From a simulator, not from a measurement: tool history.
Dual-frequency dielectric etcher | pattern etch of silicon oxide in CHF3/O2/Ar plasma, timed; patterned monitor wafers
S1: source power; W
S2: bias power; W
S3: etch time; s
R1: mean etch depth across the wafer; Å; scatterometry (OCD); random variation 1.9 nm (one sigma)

run	day	S1	S2	S3	R1
1	0	790	193	304	6558.2
2	0.246	720	193	304	6328.8
3	0.267	720	193	304	6275.1
4	0.525	670	176	300	5778.1
5	0.788	630	167	299.5	5459.2
6	0.958	630	199	299.5	6026.8
7	1.221	600	186	298.5	5641.6
8	1.308	570	177	298	5395
9	1.508	550	170	297.5	5170.4
10	1.842	530	166	297	5062

The next listed run, before its measurement:
11	2.208	520	162	297	?

Run 11 gave R1 4940.7 Å.

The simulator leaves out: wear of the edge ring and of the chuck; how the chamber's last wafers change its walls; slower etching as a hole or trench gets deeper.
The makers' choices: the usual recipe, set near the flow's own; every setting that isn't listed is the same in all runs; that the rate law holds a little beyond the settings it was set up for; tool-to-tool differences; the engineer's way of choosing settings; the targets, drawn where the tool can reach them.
